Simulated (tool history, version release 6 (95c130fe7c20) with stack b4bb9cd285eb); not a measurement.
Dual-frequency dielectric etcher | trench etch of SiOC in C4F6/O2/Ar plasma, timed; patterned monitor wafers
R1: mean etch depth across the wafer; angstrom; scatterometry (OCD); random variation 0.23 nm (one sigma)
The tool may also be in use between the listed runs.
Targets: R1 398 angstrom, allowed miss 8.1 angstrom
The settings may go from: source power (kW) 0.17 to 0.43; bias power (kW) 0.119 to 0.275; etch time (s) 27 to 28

Run 1, hour 0: source power (kW) 0.3, bias power (kW) 0.197, etch time (s) 27. Result: R1 560.02 angstrom.
Run 2, hour 8.4: source power (kW) 0.35, bias power (kW) 0.197, etch time (s) 27. Result: R1 584.93 angstrom.
Run 3, hour 15.4: source power (kW) 0.31, bias power (kW) 0.181, etch time (s) 27. Result: R1 537.55 angstrom.
Run 4, hour 24.3: source power (kW) 0.27, bias power (kW) 0.181, etch time (s) 27. Result: R1 512.13 angstrom.
Run 5, hour 30.5: source power (kW) 0.25, bias power (kW) 0.17, etch time (s) 27. Result: R1 476.81 angstrom.
Run 6, hour 38.8: source power (kW) 0.23, bias power (kW) 0.165, etch time (s) 27. Result: R1 455.63 angstrom.
Run 7, hour 39.6: source power (kW) 0.22, bias power (kW) 0.161, etch time (s) 27. Result: R1 444.72 angstrom.
Run 8, hour 45.7: source power (kW) 0.21, bias power (kW) 0.158, etch time (s) 27. Result: R1 434.04 angstrom.
Run 9, hour 46.7: source power (kW) 0.2, bias power (kW) 0.156, etch time (s) 27. Result: R1 418.8 angstrom.
Run 10, hour 52.3: source power (kW) 0.19, bias power (kW) 0.156, etch time (s) 27. Result: R1 411.52 angstrom.

Which of these 5 next moves meets every target?
Run A, hour 57.9: source power (kW) 0.19, bias power (kW) 0.156, etch time (s) 27.5. Result: R1 ?.
Run B, hour 57.9: source power (kW) 0.17, bias power (kW) 0.159, etch time (s) 28. Result: R1 ?.
Run C, hour 57.9: source power (kW) 0.2, bias power (kW) 0.154, etch time (s) 28. Result: R1 ?.
Run D, hour 57.9: source power (kW) 0.18, bias power (kW) 0.165, etch time (s) 28. Result: R1 ?.
Run E, hour 57.9: source power (kW) 0.19, bias power (kW) 0.137, etch time (s) 28. Result: R1 ?.

move      R1
   A   420.6
   B  416.24
   C  432.92
   D   434.1
   E  395.46
A: further off than the last run
B: further off than the last run
C: further off than the last run
D: further off than the last run
E: meets every target
The right move is E.
